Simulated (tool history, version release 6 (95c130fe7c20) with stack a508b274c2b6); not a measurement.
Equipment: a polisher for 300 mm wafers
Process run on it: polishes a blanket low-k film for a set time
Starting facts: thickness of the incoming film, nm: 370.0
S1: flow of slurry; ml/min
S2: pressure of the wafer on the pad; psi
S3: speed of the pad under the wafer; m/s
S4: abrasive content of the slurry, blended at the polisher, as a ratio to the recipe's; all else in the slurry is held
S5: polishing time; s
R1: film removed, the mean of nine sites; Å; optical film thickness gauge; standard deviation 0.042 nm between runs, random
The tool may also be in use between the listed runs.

run 1 hour=0.0 | S1=200 S2=1.3 S3=1.16 S4=1.0 S5=40 | R1=120.290
run 2 hour=7.8 | S1=200 S2=1.3 S3=1.16 S4=0.8 S5=40 | R1=108.130
run 3 hour=14.4 | S1=200 S2=1.6 S3=1.16 S4=0.8 S5=40 | R1=132.900
run 4 hour=19.1 | S1=190 S2=1.4 S3=1.16 S4=0.8 S5=40 | R1=114.610
run 5 hour=23.3 | S1=190 S2=1.4 S3=1.16 S4=0.7 S5=40 | R1=109.290
run 6 hour=26.3 | S1=190 S2=1.4 S3=1.16 S4=0.9 S5=40 | R1=121.850
run 7 hour=27.8 | S1=185 S2=1.2 S3=1.16 S4=0.9 S5=40 | R1=104.440
run 8 hour=34.4 | S1=175 S2=1.1 S3=1.16 S4=0.9 S5=40 | R1=95.738
run 9 hour=36.4 | S1=165 S2=1.0 S3=1.16 S4=0.9 S5=40 | R1=86.528
run 10 hour=40.5 | S1=130 S2=0.7 S3=1.16 S4=0.9 S5=40 | R1=58.345
run 11 hour=48.1 | S1=130 S2=0.7 S3=1.16 S4=0.9 S5=40 | R1=58.818
run 12 hour=51.6 | S1=145 S2=0.7 S3=1.16 S4=0.9 S5=40 | R1=60.638
run 13 hour=58.6 | S1=200 S2=0.7 S3=1.16 S4=0.9 S5=40 | R1=63.478
run 14 hour=64.9 | S1=210 S2=0.7 S3=1.16 S4=0.9 S5=40 | R1=64.324
run 15 hour=68.3 | S1=220 S2=0.7 S3=1.16 S4=0.9 S5=40 | R1=65.289
run 16 hour=73.6 | S1=230 S2=0.7 S3=1.16 S4=0.9 S5=40 | R1=65.676
run 17 hour=75.1 | S1=235 S2=0.7 S3=1.16 S4=0.9 S5=40 | R1=65.460
run 18 hour=76.7 | S1=240 S2=0.7 S3=1.16 S4=0.9 S5=40 | R1=65.153

Estimate the outcome of run 19 from the log above:
run 19 hour=78.3 | S1=245 S2=0.7 S3=1.16 S4=0.9 S5=40 | R1=?

R1: 65.957 Å
